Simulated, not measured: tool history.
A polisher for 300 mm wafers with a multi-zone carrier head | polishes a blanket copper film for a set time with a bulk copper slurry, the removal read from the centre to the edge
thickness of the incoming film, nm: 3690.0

run	hour	flow of slurry (ml/min)	pressure of the head's centre zone	pressure of the head's middle zone	pressure of the head's edge zone	abrasive content of the slurry	polishing time (s)	film removed at the wafer's centre (Å)	film removed at mid-radius (Å)	film removed at the wafer's edge (Å)
1	0	245	1	1	1	1	33	2636.8	2634.3	2705.3
2	5.1	245	1	1	1	0.85	33	2545.8	2566.7	2619.9
3	10.9	245	0.99	0.99	0.99	0.8	31	2323.1	2351.7	2440.6
4	16.1	245	0.99	0.99	0.97	0.75	30	2197.8	2265.5	2244
5	18.9	240	0.98	0.97	0.96	0.7	29	2116.9	2119.1	2158.8
6	27.1	300	0.98	0.97	0.96	0.7	29	2134.9	2173	2206.5
7	33.8	285	0.89	0.88	0.86	0.5	23	1449.4	1421.1	1488.1
8	40.7	285	0.9	0.89	0.88	0.5	23	1459.3	1470	1528.1
9	41.9	285	0.91	0.9	0.89	0.5	23	1466.4	1439.4	1557.7
10	47.2	285	0.92	0.92	0.9	0.5	23	1504.5	1481.3	1520.7
11	48.6	285	0.92	0.93	0.91	0.5	23	1475.8	1518.6	1559.3
12	57.2	285	0.93	0.93	0.92	0.5	23	1487	1503	1586.1

Forecast run 13:
13	58.4	285	0.94	0.94	0.93	0.5	23	?	?	?

{"run 13": {"film removed at the wafer's centre (Å)": 1525.4, "film removed at mid-radius (Å)": 1516.2, "film removed at the wafer's edge (Å)": 1558.9}}
